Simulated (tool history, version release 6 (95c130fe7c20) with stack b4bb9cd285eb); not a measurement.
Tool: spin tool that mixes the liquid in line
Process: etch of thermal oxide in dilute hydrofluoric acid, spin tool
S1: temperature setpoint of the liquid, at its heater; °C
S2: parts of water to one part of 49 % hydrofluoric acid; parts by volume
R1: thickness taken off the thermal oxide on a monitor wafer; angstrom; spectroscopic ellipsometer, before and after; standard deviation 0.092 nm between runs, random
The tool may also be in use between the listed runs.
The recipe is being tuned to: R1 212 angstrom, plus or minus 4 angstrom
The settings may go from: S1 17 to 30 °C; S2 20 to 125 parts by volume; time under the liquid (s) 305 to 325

{"run": 1, "hour": 0.0, "S1": 22, "S2": 70, "time under the liquid (s)": 305, "R1": 176.43}
{"run": 2, "hour": 0.9, "S1": 22, "S2": 90, "time under the liquid (s)": 305, "R1": 134.1}
{"run": 3, "hour": 2.0, "S1": 24, "S2": 85, "time under the liquid (s)": 305, "R1": 155.33}
{"run": 4, "hour": 3.8, "S1": 25.5, "S2": 85, "time under the liquid (s)": 305, "R1": 165.81}
{"run": 5, "hour": 7.5, "S1": 26.5, "S2": 85, "time under the liquid (s)": 305, "R1": 171.82}
{"run": 6, "hour": 16.5, "S1": 26.5, "S2": 85, "time under the liquid (s)": 325, "R1": 183.37}
{"run": 7, "hour": 24.8, "S1": 27.5, "S2": 85, "time under the liquid (s)": 325, "R1": 189.48}
{"run": 8, "hour": 33.6, "S1": 28, "S2": 85, "time under the liquid (s)": 325, "R1": 193.97}

Of the 5 settings listed for the next run, only one would bring every result within its allowed miss of target. Which one?
{"run": "A", "hour": 42.4, "S1": 24, "S2": 65, "time under the liquid (s)": 325, "R1": "?"}
{"run": "B", "hour": 42.4, "S1": 29.5, "S2": 80, "time under the liquid (s)": 315, "R1": "?"}
{"run": "C", "hour": 42.4, "S1": 28, "S2": 70, "time under the liquid (s)": 305, "R1": "?"}
{"run": "D", "hour": 42.4, "S1": 26, "S2": 70, "time under the liquid (s)": 325, "R1": "?"}
{"run": "E", "hour": 42.4, "S1": 29, "S2": 75, "time under the liquid (s)": 315, "R1": "?"}

move=A R1=222.29
move=B R1=212.31
move=C R1=225.17
move=D R1=221.94
move=E R1=223.88
A: takes the biggest miss from the last run beyond its target
B: all results land within tolerance of their targets
C: takes the biggest miss from the last run beyond its target
D: takes the biggest miss from the last run beyond its target
E: takes the biggest miss from the last run beyond its target
Correct choice: B, which meets every target
